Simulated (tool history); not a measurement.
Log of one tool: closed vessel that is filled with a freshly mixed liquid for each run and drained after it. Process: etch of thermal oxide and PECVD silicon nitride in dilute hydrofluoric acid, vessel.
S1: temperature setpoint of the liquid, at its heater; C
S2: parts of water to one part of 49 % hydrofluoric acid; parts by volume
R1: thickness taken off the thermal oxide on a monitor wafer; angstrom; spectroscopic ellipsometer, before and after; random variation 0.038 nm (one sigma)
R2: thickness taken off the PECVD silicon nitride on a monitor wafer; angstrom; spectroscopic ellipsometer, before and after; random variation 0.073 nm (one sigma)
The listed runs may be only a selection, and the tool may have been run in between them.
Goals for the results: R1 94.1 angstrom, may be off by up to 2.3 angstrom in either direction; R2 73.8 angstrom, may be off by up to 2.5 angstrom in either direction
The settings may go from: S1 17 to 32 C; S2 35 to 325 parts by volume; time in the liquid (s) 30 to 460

{"run": 1, "hour": 0.0, "S1": 24, "S2": 180, "time in the liquid (s)": 235, "R1": 53.128, "R2": 39.546}
{"run": 2, "hour": 5.6, "S1": 25, "S2": 165, "time in the liquid (s)": 235, "R1": 61.891, "R2": 45.806}
{"run": 3, "hour": 10.6, "S1": 26, "S2": 155, "time in the liquid (s)": 235, "R1": 68.441, "R2": 51.488}
{"run": 4, "hour": 18.9, "S1": 27, "S2": 150, "time in the liquid (s)": 235, "R1": 73.795, "R2": 57.348}
{"run": 5, "hour": 23.5, "S1": 23.5, "S2": 150, "time in the liquid (s)": 235, "R1": 64.949, "R2": 45.596}
{"run": 6, "hour": 31.0, "S1": 24.5, "S2": 145, "time in the liquid (s)": 235, "R1": 70.614, "R2": 50.589}
{"run": 7, "hour": 33.7, "S1": 25.5, "S2": 140, "time in the liquid (s)": 235, "R1": 76.155, "R2": 55.556}
{"run": 8, "hour": 41.5, "S1": 26, "S2": 135, "time in the liquid (s)": 235, "R1": 81.168, "R2": 60.564}
{"run": 9, "hour": 46.9, "S1": 26.5, "S2": 135, "time in the liquid (s)": 235, "R1": 82.627, "R2": 62.215}
{"run": 10, "hour": 51.1, "S1": 27, "S2": 135, "time in the liquid (s)": 235, "R1": 83.741, "R2": 64.527}
{"run": 11, "hour": 58.3, "S1": 27, "S2": 130, "time in the liquid (s)": 235, "R1": 87.652, "R2": 66.058}
{"run": 12, "hour": 63.4, "S1": 27.5, "S2": 130, "time in the liquid (s)": 235, "R1": 89.258, "R2": 67.445}
{"run": 13, "hour": 64.8, "S1": 28, "S2": 130, "time in the liquid (s)": 235, "R1": 90.964, "R2": 68.847}
{"run": 14, "hour": 72.2, "S1": 28, "S2": 130, "time in the liquid (s)": 235, "R1": 91.186, "R2": 70.472}

Pick the move, out of 5, that brings all results within their allowed miss; only one does.
{"run": "A", "hour": 79.6, "S1": 31, "S2": 140, "time in the liquid (s)": 220, "R1": "?", "R2": "?"}
{"run": "B", "hour": 79.6, "S1": 30, "S2": 135, "time in the liquid (s)": 225, "R1": "?", "R2": "?"}
{"run": "C", "hour": 79.6, "S1": 27.5, "S2": 150, "time in the liquid (s)": 290, "R1": "?", "R2": "?"}
{"run": "D", "hour": 79.6, "S1": 32, "S2": 155, "time in the liquid (s)": 250, "R1": "?", "R2": "?"}
{"run": "E", "hour": 79.6, "S1": 27.5, "S2": 180, "time in the liquid (s)": 350, "R1": "?", "R2": "?"}

move=A R1=87.84 R2=72.379
move=B R1=90.466 R2=72.239
move=C R1=93.924 R2=71.686
move=D R1=91.528 R2=78.755
move=E R1=91.085 R2=72.033
A: gets the furthest-off result to its target, but another result is out of tolerance
B: gets the furthest-off result to its target, but another result is out of tolerance
C: each result inside its tolerance
D: pushes the last run's worst result past its target
E: gets the furthest-off result to its target, but another result is out of tolerance
The right move is C.
